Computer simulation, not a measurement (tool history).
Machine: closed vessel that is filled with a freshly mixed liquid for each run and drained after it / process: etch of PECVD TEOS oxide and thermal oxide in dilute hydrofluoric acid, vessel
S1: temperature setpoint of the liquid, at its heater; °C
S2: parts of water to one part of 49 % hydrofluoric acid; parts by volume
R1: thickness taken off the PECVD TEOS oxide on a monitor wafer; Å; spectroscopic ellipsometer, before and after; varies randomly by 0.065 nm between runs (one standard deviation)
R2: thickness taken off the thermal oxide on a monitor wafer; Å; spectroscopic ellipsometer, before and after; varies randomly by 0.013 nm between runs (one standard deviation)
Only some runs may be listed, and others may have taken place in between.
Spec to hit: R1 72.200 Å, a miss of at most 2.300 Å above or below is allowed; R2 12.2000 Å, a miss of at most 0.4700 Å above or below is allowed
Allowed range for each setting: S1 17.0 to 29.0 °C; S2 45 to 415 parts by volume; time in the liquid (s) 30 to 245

{"run": 1, "hour": 0.0, "S1": 21.0, "S2": 230, "time in the liquid (s)": 125, "R1": 106.91, "R2": 18.338}
{"run": 2, "hour": 7.1, "S1": 20.0, "S2": 245, "time in the liquid (s)": 125, "R1": 96.18, "R2": 16.175}
{"run": 3, "hour": 13.2, "S1": 20.0, "S2": 280, "time in the liquid (s)": 125, "R1": 82.12, "R2": 13.477}
{"run": 4, "hour": 15.8, "S1": 19.5, "S2": 280, "time in the liquid (s)": 125, "R1": 79.424, "R2": 13.576}
{"hour": 21.2, "done": "thermometer replaced"}
{"run": 5, "hour": 21.2, "S1": 19.5, "S2": 355, "time in the liquid (s)": 125, "R1": 62.802, "R2": 10.765}
{"run": 6, "hour": 29.2, "S1": 19.5, "S2": 415, "time in the liquid (s)": 125, "R1": 51.238, "R2": 8.7422}
{"run": 7, "hour": 35.0, "S1": 22.0, "S2": 415, "time in the liquid (s)": 125, "R1": 56.054, "R2": 9.4005}
{"run": 8, "hour": 42.7, "S1": 23.5, "S2": 410, "time in the liquid (s)": 125, "R1": 58.877, "R2": 9.799}
{"run": 9, "hour": 44.2, "S1": 24.5, "S2": 400, "time in the liquid (s)": 125, "R1": 62.743, "R2": 10.817}

Consider the 4 candidate settings below. Which is the only one whose results all fall within their allowed miss of target?
{"run": "A", "hour": 45.7, "S1": 29.0, "S2": 405, "time in the liquid (s)": 135, "R1": "?", "R2": "?"}
{"run": "B", "hour": 45.7, "S1": 28.5, "S2": 390, "time in the liquid (s)": 110, "R1": "?", "R2": "?"}
{"run": "C", "hour": 45.7, "S1": 23.5, "S2": 410, "time in the liquid (s)": 135, "R1": "?", "R2": "?"}
{"run": "D", "hour": 45.7, "S1": 26.0, "S2": 380, "time in the liquid (s)": 125, "R1": "?", "R2": "?"}

move=A R1=77.925 R2=13.0820
move=B R1=65.890 R2=11.0610
move=C R1=64.351 R2=10.8030
move=D R1=71.681 R2=12.0330
A: carries the result that was furthest off beyond its target, to the other side
B: closes in on the targets versus the last run, not all within tolerance yet
C: closes in on the targets versus the last run, not all within tolerance yet
D: all results land within tolerance of their targets
Correct choice: D, which meets every target

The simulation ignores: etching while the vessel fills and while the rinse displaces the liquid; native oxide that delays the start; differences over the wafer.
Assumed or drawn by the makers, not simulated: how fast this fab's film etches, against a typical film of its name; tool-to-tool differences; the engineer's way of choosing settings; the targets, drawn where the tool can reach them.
